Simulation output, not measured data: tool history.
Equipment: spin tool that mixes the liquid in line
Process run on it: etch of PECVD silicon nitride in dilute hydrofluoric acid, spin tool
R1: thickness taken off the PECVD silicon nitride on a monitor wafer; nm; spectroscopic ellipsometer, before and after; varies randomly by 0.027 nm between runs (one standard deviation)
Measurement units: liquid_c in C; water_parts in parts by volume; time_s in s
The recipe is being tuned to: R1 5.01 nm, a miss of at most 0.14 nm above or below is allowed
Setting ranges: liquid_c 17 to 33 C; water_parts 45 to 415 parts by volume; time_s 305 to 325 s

run 1 hour=0 | liquid_c=25 water_parts=230 time_s=305 | R1=7.0652
run 2 hour=1.5 | liquid_c=22.5 water_parts=230 time_s=305 | R1=5.9821
run 3 hour=6.3 | liquid_c=22.5 water_parts=230 time_s=305 | R1=6.0101
run 4 hour=7.6 | liquid_c=22.5 water_parts=150 time_s=305 | R1=9.1517
run 5 hour=16.4 | liquid_c=25.5 water_parts=150 time_s=305 | R1=11.169
run 6 hour=20.5 | liquid_c=25.5 water_parts=105 time_s=305 | R1=15.929
run 7 hour=28.8 | liquid_c=23 water_parts=130 time_s=305 | R1=10.954
run 8 hour=29.6 | liquid_c=23 water_parts=130 time_s=305 | R1=10.921
run 9 hour=36.2 | liquid_c=21.5 water_parts=145 time_s=305 | R1=8.9537

Consider the 4 candidate settings below. Which is the only one whose results all fall within their allowed miss of target?
run A hour=42.8 | liquid_c=23 water_parts=300 time_s=305 | R1=?
run B hour=42.8 | liquid_c=19 water_parts=205 time_s=305 | R1=?
run C hour=42.8 | liquid_c=17 water_parts=215 time_s=310 | R1=?
run D hour=42.8 | liquid_c=17 water_parts=190 time_s=305 | R1=?

move=A R1=4.8126
move=B R1=5.4011
move=C R1=4.5897
move=D R1=5.0834
A: pushes the last run's worst result past its target
B: gains on the last run, yet a result remains outside its allowed miss
C: pushes the last run's worst result past its target
D: every result within its allowed miss
Move D is the one to make.
